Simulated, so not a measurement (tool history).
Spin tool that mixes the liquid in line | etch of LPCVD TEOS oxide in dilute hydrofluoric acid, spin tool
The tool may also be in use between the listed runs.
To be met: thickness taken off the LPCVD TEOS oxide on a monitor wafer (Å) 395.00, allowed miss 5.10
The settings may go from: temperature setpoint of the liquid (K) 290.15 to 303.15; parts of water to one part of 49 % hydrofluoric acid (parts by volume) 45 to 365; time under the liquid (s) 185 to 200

run	hour	temperature setpoint of the liquid (K)	parts of water to one part of 49 % hydrofluoric acid (parts by volume)	time under the liquid (s)	thickness taken off the LPCVD TEOS oxide on a monitor wafer (Å)
1	0.0	295.15	205	185	281.23
2	2.3	297.15	205	185	304.30
3	6.3	297.15	205	185	304.09
4	12.7	297.15	230	185	265.68
5	19.3	297.15	230	200	286.72
6	27.9	297.15	230	185	264.77
7	29.4	298.65	225	185	289.60
8	36.0	299.65	220	185	306.52
9	37.7	300.65	215	185	328.04
10	46.0	301.15	210	185	344.21
11	48.9	301.65	205	185	361.57
12	55.1	302.15	205	185	366.34
13	61.8	302.65	200	185	382.64

4 next moves are on the table. One of them brings every result within its allowed miss. Which?
A	68.5	302.65	190	185	?
B	68.5	300.65	185	185	?
C	68.5	301.15	195	200	?
D	68.5	301.65	185	185	?

move	thickness taken off the LPCVD TEOS oxide on a monitor wafer (Å)
A	411.23
B	394.99
C	407.97
D	409.72
A: takes the result that was furthest off past its target
B: meets every target
C: takes the result that was furthest off past its target
D: takes the result that was furthest off past its target
Answer: B
